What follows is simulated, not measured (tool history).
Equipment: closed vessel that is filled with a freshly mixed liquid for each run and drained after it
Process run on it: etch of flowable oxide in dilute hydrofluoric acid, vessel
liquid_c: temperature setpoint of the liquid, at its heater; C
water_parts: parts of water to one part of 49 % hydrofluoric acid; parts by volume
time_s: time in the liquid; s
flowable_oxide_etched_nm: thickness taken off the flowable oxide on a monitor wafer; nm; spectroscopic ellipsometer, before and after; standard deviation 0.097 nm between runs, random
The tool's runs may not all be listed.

run 1 hour=0 | liquid_c=20 water_parts=225 time_s=155 | flowable_oxide_etched_nm=15.518
run 2 hour=8.2 | liquid_c=22.5 water_parts=225 time_s=155 | flowable_oxide_etched_nm=16.658
run 3 hour=15.1 | liquid_c=22.5 water_parts=225 time_s=115 | flowable_oxide_etched_nm=12.537
run 4 hour=16.7 | liquid_c=22.5 water_parts=215 time_s=115 | flowable_oxide_etched_nm=13.211
run 5 hour=21.4 | liquid_c=22.5 water_parts=255 time_s=115 | flowable_oxide_etched_nm=10.858
run 6 hour=30 | liquid_c=22.5 water_parts=245 time_s=115 | flowable_oxide_etched_nm=11.196
run 7 hour=33.8 | liquid_c=22.5 water_parts=235 time_s=115 | flowable_oxide_etched_nm=11.879
run 8 hour=35.6 | liquid_c=22.5 water_parts=235 time_s=115 | flowable_oxide_etched_nm=11.895

What does the tool deliver on the next run?
run 9 hour=37.4 | liquid_c=22.5 water_parts=225 time_s=115 | flowable_oxide_etched_nm=?

{"run 9": {"flowable_oxide_etched_nm": 12.517}}
